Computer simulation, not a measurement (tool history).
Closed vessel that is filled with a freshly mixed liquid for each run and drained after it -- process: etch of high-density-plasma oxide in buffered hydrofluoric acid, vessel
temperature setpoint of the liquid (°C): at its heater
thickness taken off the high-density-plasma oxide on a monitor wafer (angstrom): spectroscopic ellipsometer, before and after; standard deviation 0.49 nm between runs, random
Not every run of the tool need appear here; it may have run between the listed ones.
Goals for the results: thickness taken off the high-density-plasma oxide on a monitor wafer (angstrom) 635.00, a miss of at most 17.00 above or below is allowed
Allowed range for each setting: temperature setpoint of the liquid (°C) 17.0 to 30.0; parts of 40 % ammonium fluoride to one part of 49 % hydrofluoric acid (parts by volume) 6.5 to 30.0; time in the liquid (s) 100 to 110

run	hour	temperature setpoint of the liquid (°C)	parts of 40 % ammonium fluoride to one part of 49 % hydrofluoric acid (parts by volume)	time in the liquid (s)	thickness taken off the high-density-plasma oxide on a monitor wafer (angstrom)
1	0.0	22.0	18.5	100	960.17
2	2.9	20.5	19.5	100	844.47
3	4.5	20.5	17.0	100	971.20
4	9.8	24.0	17.0	100	1177.10
5	13.0	24.0	17.0	100	1171.70
6	14.7	24.0	17.0	110	1290.30
7	15.7	20.0	23.0	110	799.76
8	20.0	19.0	23.5	110	743.52
9	27.5	18.5	24.0	110	709.96
10	34.5	18.0	24.0	110	696.26
11	41.3	17.5	24.0	110	670.77

Which of these 4 next moves meets every target?
A	48.1	18.5	25.0	110	?
B	48.1	17.0	25.5	105	?
C	48.1	17.0	25.5	110	?
D	48.1	18.5	26.5	100	?

move	thickness taken off the high-density-plasma oxide on a monitor wafer (angstrom)
A	692.52
B	598.53
C	627.03
D	604.68
A: further off than the last run
B: pushes the last run's worst result past its target
C: all results land within tolerance of their targets
D: pushes the last run's worst result past its target
C meets every target.

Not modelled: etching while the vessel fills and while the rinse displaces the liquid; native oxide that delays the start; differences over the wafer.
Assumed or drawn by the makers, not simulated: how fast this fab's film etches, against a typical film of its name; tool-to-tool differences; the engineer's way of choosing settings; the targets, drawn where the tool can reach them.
